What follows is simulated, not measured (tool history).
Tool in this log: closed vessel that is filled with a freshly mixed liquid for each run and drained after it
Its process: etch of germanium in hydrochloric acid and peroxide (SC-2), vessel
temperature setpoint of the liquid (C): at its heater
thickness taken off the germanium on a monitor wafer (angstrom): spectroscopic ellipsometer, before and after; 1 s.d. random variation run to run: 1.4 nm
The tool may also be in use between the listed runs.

run,hour,temperature setpoint of the liquid (C),parts of water to one part each of 37 % hydrochloric acid and 30 % peroxide (parts by volume),time in the liquid (s),thickness taken off the germanium on a monitor wafer (angstrom)
1,0.0,62.0,7.5,95,2736.5
2,8.3,68.0,7.5,95,3253.0
3,16.5,72.0,7.5,95,3628.0
4,25.8,68.0,7.5,95,3274.6
5,31.6,63.5,7.5,95,2865.0
6,40.5,63.5,6.0,95,2917.2
7,48.6,60.5,6.0,95,2672.2
8,50.7,58.5,6.0,95,2508.8

Forecast run 9:
9,55.3,57.0,6.0,95,?

For run 9 the tool returned thickness taken off the germanium on a monitor wafer (angstrom) 2400.2.
